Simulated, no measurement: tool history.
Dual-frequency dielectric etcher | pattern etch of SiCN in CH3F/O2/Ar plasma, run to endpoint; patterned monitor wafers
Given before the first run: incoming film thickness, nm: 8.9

run 1 hour=0 | source_power_(W)=480 bias_power_(W)=103 | endpoint_time_(s)=20.209
run 2 hour=0.9 | source_power_(W)=480 bias_power_(W)=86 | endpoint_time_(s)=22.142
run 3 hour=7.4 | source_power_(W)=480 bias_power_(W)=101 | endpoint_time_(s)=20.501
run 4 hour=12.3 | source_power_(W)=400 bias_power_(W)=101 | endpoint_time_(s)=21.889
run 5 hour=15.8 | source_power_(W)=390 bias_power_(W)=101 | endpoint_time_(s)=22.277
run 6 hour=19.3 | source_power_(W)=310 bias_power_(W)=101 | endpoint_time_(s)=24.404
run 7 hour=23.9 | source_power_(W)=330 bias_power_(W)=101 | endpoint_time_(s)=23.857

The next listed run, before its measurement:
run 8 hour=28 | source_power_(W)=330 bias_power_(W)=101 | endpoint_time_(s)=?

{"run 8": {"endpoint time (s)": 23.695}}
